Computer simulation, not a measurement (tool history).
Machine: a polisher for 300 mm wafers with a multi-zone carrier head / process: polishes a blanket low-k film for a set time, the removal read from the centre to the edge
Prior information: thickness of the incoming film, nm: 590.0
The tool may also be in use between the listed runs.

run	hour	flow of slurry (ml/min)	pressure of the head's centre zone	pressure of the head's middle zone	pressure of the head's edge zone	abrasive content of the slurry	polishing time (s)	film removed at the wafer's centre (angstrom)	film removed at mid-radius (angstrom)	film removed at the wafer's edge (angstrom)
1	0.0	310	1.00	1.00	1.00	1.00	85	463.32	546.05	546.57
2	8.8	305	1.00	0.99	1.00	1.00	85	466.97	530.35	546.78
3	14.5	300	1.00	0.98	1.00	1.00	85	465.52	537.47	550.05
4	18.1	300	1.03	0.98	1.00	1.00	85	490.14	535.00	550.21
5	25.6	300	0.95	0.98	1.00	1.00	85	440.18	537.56	546.40
6	30.3	300	0.95	0.98	0.92	1.00	85	440.20	532.53	526.16
7	31.6	300	0.95	0.97	0.92	1.00	85	444.45	518.99	523.56
# hour 32.3: centre zone pressure recalibrated
8	32.3	300	0.95	0.96	0.93	1.00	85	500.76	520.88	534.66
9	34.4	290	0.94	0.96	0.94	1.00	85	496.34	513.89	547.99

The next listed run, before its measurement:
10	38.0	280	0.86	0.96	0.91	0.95	85	?	?	?

{"run 10": {"film removed at the wafer's centre (angstrom)": 443.26, "film removed at mid-radius (angstrom)": 499.98, "film removed at the wafer's edge (angstrom)": 508.85}}
